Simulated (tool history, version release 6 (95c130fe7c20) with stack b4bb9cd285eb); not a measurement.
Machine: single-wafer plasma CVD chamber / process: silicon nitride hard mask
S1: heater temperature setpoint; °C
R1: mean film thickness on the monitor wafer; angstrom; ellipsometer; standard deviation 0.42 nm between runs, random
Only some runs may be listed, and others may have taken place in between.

run 1 hour=0.0 | S1=385 chamber_pressure_(mTorr)=1670 RF_power_(kW)=0.395 deposition_time_(s)=64.8 | R1=824.91
run 2 hour=9.0 | S1=385 chamber_pressure_(mTorr)=1670 RF_power_(kW)=0.395 deposition_time_(s)=64.8 | R1=834.23
run 3 hour=11.1 | S1=385 chamber_pressure_(mTorr)=1670 RF_power_(kW)=0.435 deposition_time_(s)=64.8 | R1=893.12
run 4 hour=11.9 | S1=385 chamber_pressure_(mTorr)=1670 RF_power_(kW)=0.435 deposition_time_(s)=64.8 | R1=884.00
run 5 hour=20.1 | S1=385 chamber_pressure_(mTorr)=1540 RF_power_(kW)=0.420 deposition_time_(s)=64.8 | R1=845.36
run 6 hour=23.0 | S1=385 chamber_pressure_(mTorr)=1540 RF_power_(kW)=0.420 deposition_time_(s)=64.8 | R1=849.79
run 7 hour=30.5 | S1=385 chamber_pressure_(mTorr)=1440 RF_power_(kW)=0.405 deposition_time_(s)=64.8 | R1=800.71

For run 8, what comes out?
run 8 hour=37.0 | S1=385 chamber_pressure_(mTorr)=1360 RF_power_(kW)=0.405 deposition_time_(s)=64.8 | R1=?

{"run 8": {"R1": 802.0}}
